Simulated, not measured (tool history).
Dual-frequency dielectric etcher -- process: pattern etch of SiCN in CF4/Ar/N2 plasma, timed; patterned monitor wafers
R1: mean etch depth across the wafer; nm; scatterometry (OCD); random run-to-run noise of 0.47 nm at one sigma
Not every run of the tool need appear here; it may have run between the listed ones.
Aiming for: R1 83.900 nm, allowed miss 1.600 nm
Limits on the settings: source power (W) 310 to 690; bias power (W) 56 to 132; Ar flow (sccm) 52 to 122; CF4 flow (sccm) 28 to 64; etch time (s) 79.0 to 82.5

Run 1, hour 0.0: source power (W) 500, bias power (W) 94, Ar flow (sccm) 87, CF4 flow (sccm) 46, etch time (s) 79.0. Result: R1 74.008 nm.
Run 2, hour 1.5: source power (W) 520, bias power (W) 94, Ar flow (sccm) 87, CF4 flow (sccm) 46, etch time (s) 79.0. Result: R1 77.065 nm.
Run 3, hour 9.2: source power (W) 520, bias power (W) 94, Ar flow (sccm) 87, CF4 flow (sccm) 46, etch time (s) 82.5. Result: R1 80.479 nm.
Run 4, hour 12.5: source power (W) 520, bias power (W) 94, Ar flow (sccm) 87, CF4 flow (sccm) 42, etch time (s) 82.5. Result: R1 79.620 nm.
Run 5, hour 20.2: source power (W) 520, bias power (W) 94, Ar flow (sccm) 87, CF4 flow (sccm) 45, etch time (s) 82.5. Result: R1 79.986 nm.
Run 6, hour 23.1: source power (W) 520, bias power (W) 86, Ar flow (sccm) 87, CF4 flow (sccm) 45, etch time (s) 82.5. Result: R1 77.162 nm.
Run 7, hour 24.6: source power (W) 530, bias power (W) 86, Ar flow (sccm) 87, CF4 flow (sccm) 45, etch time (s) 82.5. Result: R1 78.340 nm.
At hour 32.7: source power generator calibrated.
Run 8, hour 32.7: source power (W) 530, bias power (W) 86, Ar flow (sccm) 87, CF4 flow (sccm) 45, etch time (s) 82.5. Result: R1 75.801 nm.
Run 9, hour 36.9: source power (W) 550, bias power (W) 86, Ar flow (sccm) 87, CF4 flow (sccm) 45, etch time (s) 82.5. Result: R1 78.298 nm.
Run 10, hour 37.5: source power (W) 570, bias power (W) 86, Ar flow (sccm) 87, CF4 flow (sccm) 45, etch time (s) 82.5. Result: R1 80.205 nm.
Run 11, hour 45.5: source power (W) 580, bias power (W) 86, Ar flow (sccm) 87, CF4 flow (sccm) 45, etch time (s) 82.5. Result: R1 81.872 nm.

Below are 5 possible settings for the next run. Only one of them brings all results inside the allowed miss of their targets. Which is it?
Run A, hour 53.5: source power (W) 530, bias power (W) 96, Ar flow (sccm) 72, CF4 flow (sccm) 43, etch time (s) 80.5. Result: R1 ?.
Run B, hour 53.5: source power (W) 590, bias power (W) 80, Ar flow (sccm) 73, CF4 flow (sccm) 45, etch time (s) 79.0. Result: R1 ?.
Run C, hour 53.5: source power (W) 590, bias power (W) 88, Ar flow (sccm) 80, CF4 flow (sccm) 38, etch time (s) 80.5. Result: R1 ?.
Run D, hour 53.5: source power (W) 570, bias power (W) 78, Ar flow (sccm) 88, CF4 flow (sccm) 48, etch time (s) 81.0. Result: R1 ?.
Run E, hour 53.5: source power (W) 530, bias power (W) 111, Ar flow (sccm) 80, CF4 flow (sccm) 55, etch time (s) 79.5. Result: R1 ?.

move      R1
   A  79.052
   B  80.039
   C  81.202
   D  77.777
   E  84.050
A: further off than the last run
B: further off than the last run
C: further off than the last run
D: further off than the last run
E: in spec on every target
Correct choice: E, which meets every target
